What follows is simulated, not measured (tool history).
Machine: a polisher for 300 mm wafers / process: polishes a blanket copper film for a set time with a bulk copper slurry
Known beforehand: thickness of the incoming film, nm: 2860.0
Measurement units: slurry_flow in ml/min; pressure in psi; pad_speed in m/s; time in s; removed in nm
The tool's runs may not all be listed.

run,hour,slurry_flow,pressure,pad_speed,slurry_solids,time,removed
1,0.0,205,2.8,1.22,1.0,32,304.79
2,3.0,205,2.8,1.22,1.0,32,303.43
3,10.0,205,2.8,1.04,1.0,32,275.26
4,14.8,210,3.1,1.04,1.0,32,295.97
5,16.7,210,3.4,1.04,1.0,32,315.69
6,21.6,210,3.7,1.06,1.0,32,340.26
7,23.6,215,3.9,1.08,1.0,32,363.39

For run 8, what comes out?
8,27.5,215,4.0,1.10,1.0,32,?

{"run 8": {"removed": 381.53}}
